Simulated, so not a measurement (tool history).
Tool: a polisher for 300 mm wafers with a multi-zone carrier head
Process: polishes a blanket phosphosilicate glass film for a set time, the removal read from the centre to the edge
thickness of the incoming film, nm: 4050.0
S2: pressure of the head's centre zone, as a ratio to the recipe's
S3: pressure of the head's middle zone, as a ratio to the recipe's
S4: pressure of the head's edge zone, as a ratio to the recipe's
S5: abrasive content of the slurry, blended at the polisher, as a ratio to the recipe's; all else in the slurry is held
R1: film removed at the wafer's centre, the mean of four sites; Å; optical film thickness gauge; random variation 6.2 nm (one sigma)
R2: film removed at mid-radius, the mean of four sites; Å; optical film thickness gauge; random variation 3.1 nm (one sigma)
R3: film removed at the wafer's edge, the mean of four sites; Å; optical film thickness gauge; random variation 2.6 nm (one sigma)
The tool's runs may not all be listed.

Run 1, day 0.000: flow of slurry (ml/min) 265, S2 1.00, S3 1.00, S4 1.00, S5 1.00, polishing time (s) 79. Result: R1 6862.6 Å, R2 7276.9 Å, R3 7202.5 Å.
Run 2, day 0.279: flow of slurry (ml/min) 260, S2 1.02, S3 0.97, S4 0.97, S5 0.90, polishing time (s) 76. Result: R1 6718.8 Å, R2 6666.4 Å, R3 6550.1 Å.
Run 3, day 0.488: flow of slurry (ml/min) 255, S2 1.02, S3 0.94, S4 0.96, S5 0.85, polishing time (s) 73. Result: R1 6197.8 Å, R2 6044.2 Å, R3 6137.6 Å.
Run 4, day 0.554: flow of slurry (ml/min) 255, S2 1.02, S3 0.94, S4 0.96, S5 0.85, polishing time (s) 56. Result: R1 4737.0 Å, R2 4639.6 Å, R3 4684.1 Å.
Run 5, day 0.654: flow of slurry (ml/min) 190, S2 1.02, S3 0.94, S4 0.96, S5 0.85, polishing time (s) 56. Result: R1 4610.2 Å, R2 4549.0 Å, R3 4634.5 Å.
Run 6, day 0.883: flow of slurry (ml/min) 190, S2 1.03, S3 0.92, S4 0.94, S5 0.85, polishing time (s) 56. Result: R1 4697.8 Å, R2 4446.9 Å, R3 4616.5 Å.

Run 7 comes next. What will it give?
Run 7, day 0.971: flow of slurry (ml/min) 185, S2 1.13, S3 0.86, S4 0.84, S5 0.70, polishing time (s) 56. Result: R1 ?, R2 ?, R3 ?.

{"run 7": {"R1": 4781.5, "R2": 3987.6, "R3": 4097.2}}

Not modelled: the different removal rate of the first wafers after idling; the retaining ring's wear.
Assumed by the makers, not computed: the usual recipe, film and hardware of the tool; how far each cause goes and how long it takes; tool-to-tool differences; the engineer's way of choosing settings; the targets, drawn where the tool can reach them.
